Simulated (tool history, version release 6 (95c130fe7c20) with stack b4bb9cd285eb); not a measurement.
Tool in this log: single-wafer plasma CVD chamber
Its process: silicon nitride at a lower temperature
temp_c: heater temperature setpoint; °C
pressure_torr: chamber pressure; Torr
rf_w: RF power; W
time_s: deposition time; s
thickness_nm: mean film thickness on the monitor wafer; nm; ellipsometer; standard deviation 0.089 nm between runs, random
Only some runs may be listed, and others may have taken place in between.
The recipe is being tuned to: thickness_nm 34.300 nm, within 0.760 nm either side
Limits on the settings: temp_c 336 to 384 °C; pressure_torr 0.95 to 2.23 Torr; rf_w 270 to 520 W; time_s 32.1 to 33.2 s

run,day,temp_c,pressure_torr,rf_w,time_s,thickness_nm
1,0.000,360,1.59,395,32.1,41.109
2,0.233,360,1.49,380,32.1,38.786
3,0.308,360,1.40,375,32.1,37.569
4,0.662,360,1.34,375,32.1,36.761
# day 0.971: RF generator calibrated
5,0.971,360,1.30,375,32.1,39.455
6,1.108,360,1.39,365,32.1,39.423
7,1.162,360,1.29,380,32.1,39.966
8,1.508,360,1.35,370,32.1,39.375
9,1.692,365,1.26,350,32.1,36.332
10,1.979,367,1.24,345,32.1,35.476
11,2.192,368,1.23,345,32.1,35.551
12,2.346,369,1.22,345,32.1,35.220
13,2.712,370,1.21,345,32.1,35.143

Below are 5 possible settings for the next run. Only one of them brings all results inside the allowed miss of their targets. Which is it?
A,3.079,372,1.12,350,33.2,?
B,3.079,362,0.96,380,33.1,?
C,3.079,373,1.33,345,32.1,?
D,3.079,379,1.49,325,32.5,?
E,3.079,360,1.07,340,33.2,?

move,thickness_nm
A,35.917
B,36.288
C,36.587
D,36.144
E,34.392
A: its largest miss is bigger than the last run's
B: its largest miss is bigger than the last run's
C: its largest miss is bigger than the last run's
D: its largest miss is bigger than the last run's
E: meets every target
E is the move that brings every result within its allowed miss.
